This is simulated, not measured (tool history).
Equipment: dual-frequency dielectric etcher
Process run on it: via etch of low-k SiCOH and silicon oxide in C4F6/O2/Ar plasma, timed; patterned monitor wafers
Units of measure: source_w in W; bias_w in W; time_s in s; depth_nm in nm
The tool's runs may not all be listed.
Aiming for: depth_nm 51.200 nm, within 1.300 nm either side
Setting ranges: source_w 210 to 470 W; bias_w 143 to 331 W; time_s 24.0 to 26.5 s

run 1 hour=0.0 | source_w=340 bias_w=237 time_s=26.5 | depth_nm=66.910
run 2 hour=0.9 | source_w=310 bias_w=214 time_s=26.0 | depth_nm=60.083
run 3 hour=5.3 | source_w=310 bias_w=214 time_s=26.5 | depth_nm=61.061
run 4 hour=10.8 | source_w=290 bias_w=206 time_s=26.5 | depth_nm=58.100
run 5 hour=17.7 | source_w=290 bias_w=206 time_s=24.0 | depth_nm=52.937
run 6 hour=21.8 | source_w=230 bias_w=206 time_s=24.0 | depth_nm=47.432
run 7 hour=27.6 | source_w=240 bias_w=207 time_s=24.0 | depth_nm=48.572
run 8 hour=35.1 | source_w=250 bias_w=208 time_s=24.0 | depth_nm=49.668

4 candidate next runs follow, results not yet known. Just one meets every target within its allowed miss. Identify it.
run A hour=42.6 | source_w=210 bias_w=241 time_s=24.0 | depth_nm=?
run B hour=42.6 | source_w=270 bias_w=166 time_s=26.5 | depth_nm=?
run C hour=42.6 | source_w=210 bias_w=208 time_s=24.5 | depth_nm=?
run D hour=42.6 | source_w=240 bias_w=198 time_s=24.0 | depth_nm=?

move=A depth_nm=48.753
move=B depth_nm=51.007
move=C depth_nm=46.502
move=D depth_nm=47.451
A: moves away from the targets compared with the last run
B: every result within its allowed miss
C: moves away from the targets compared with the last run
D: moves away from the targets compared with the last run
Answer: B
